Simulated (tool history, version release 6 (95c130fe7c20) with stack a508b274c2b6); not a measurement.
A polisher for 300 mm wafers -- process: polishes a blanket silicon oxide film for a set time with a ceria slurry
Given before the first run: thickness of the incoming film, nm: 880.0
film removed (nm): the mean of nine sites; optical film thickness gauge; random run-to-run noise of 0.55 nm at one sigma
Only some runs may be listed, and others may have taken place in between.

run	hour	flow of slurry (ml/min)	pressure of the wafer on the pad (kPa)	speed of the pad under the wafer (cm/s)	polishing time (s)	film removed (nm)
1	0.0	320	15.2	96	46	132.350
2	1.7	320	13.1	90	46	106.540
3	7.6	320	11.0	88	46	89.356
4	14.3	320	9.7	86	46	76.082
5	19.1	320	9.0	86	46	72.906
6	22.0	320	9.0	86	46	73.088
7	25.2	320	8.3	86	46	68.389

Run 8 is up next; what results do you expect?
8	31.8	320	6.9	86	46	?

{"run 8": {"film removed (nm)": 56.553}}
